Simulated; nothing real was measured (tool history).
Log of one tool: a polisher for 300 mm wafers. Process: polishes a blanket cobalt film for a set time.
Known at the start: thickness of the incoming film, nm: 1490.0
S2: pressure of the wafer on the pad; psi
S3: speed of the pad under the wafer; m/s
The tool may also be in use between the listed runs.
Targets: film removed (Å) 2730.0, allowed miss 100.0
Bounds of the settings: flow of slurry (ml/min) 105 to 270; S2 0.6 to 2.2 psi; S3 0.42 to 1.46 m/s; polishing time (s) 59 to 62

Run 1, hour 0.0: flow of slurry (ml/min) 175, S2 1.4 psi, S3 0.94 m/s, polishing time (s) 59. Result: film removed (Å) 1596.3.
Run 2, hour 8.3: flow of slurry (ml/min) 175, S2 1.5 psi, S3 0.94 m/s, polishing time (s) 59. Result: film removed (Å) 1737.3.
Run 3, hour 9.4: flow of slurry (ml/min) 175, S2 1.6 psi, S3 0.94 m/s, polishing time (s) 59. Result: film removed (Å) 1815.5.
Run 4, hour 12.4: flow of slurry (ml/min) 145, S2 1.6 psi, S3 0.94 m/s, polishing time (s) 59. Result: film removed (Å) 1794.8.
Run 5, hour 13.2: flow of slurry (ml/min) 145, S2 1.5 psi, S3 0.94 m/s, polishing time (s) 59. Result: film removed (Å) 1682.4.
Run 6, hour 20.7: flow of slurry (ml/min) 145, S2 1.6 psi, S3 0.94 m/s, polishing time (s) 59. Result: film removed (Å) 1779.7.
Run 7, hour 29.2: flow of slurry (ml/min) 150, S2 1.7 psi, S3 0.94 m/s, polishing time (s) 59. Result: film removed (Å) 1904.8.
Run 8, hour 34.0: flow of slurry (ml/min) 160, S2 2.1 psi, S3 0.96 m/s, polishing time (s) 59. Result: film removed (Å) 2384.1.
Run 9, hour 36.6: flow of slurry (ml/min) 160, S2 2.1 psi, S3 0.98 m/s, polishing time (s) 59. Result: film removed (Å) 2445.9.

Which of these 5 next moves meets every target?
Run A, hour 39.2: flow of slurry (ml/min) 175, S2 2.2 psi, S3 0.88 m/s, polishing time (s) 62. Result: film removed (Å) ?.
Run B, hour 39.2: flow of slurry (ml/min) 160, S2 2.1 psi, S3 1.00 m/s, polishing time (s) 59. Result: film removed (Å) ?.
Run C, hour 39.2: flow of slurry (ml/min) 145, S2 2.2 psi, S3 1.00 m/s, polishing time (s) 59. Result: film removed (Å) ?.
Run D, hour 39.2: flow of slurry (ml/min) 140, S2 2.0 psi, S3 1.00 m/s, polishing time (s) 62. Result: film removed (Å) ?.
Run E, hour 39.2: flow of slurry (ml/min) 185, S2 2.0 psi, S3 1.06 m/s, polishing time (s) 62. Result: film removed (Å) ?.

move  film removed (Å)
   A            2418.4
   B            2455.4
   C            2520.8
   D            2402.7
   E            2668.7
A: further off than the last run
B: as far off as the last run
C: nearer than the last run, and not there yet
D: further off than the last run
E: meets every target
Answer: E
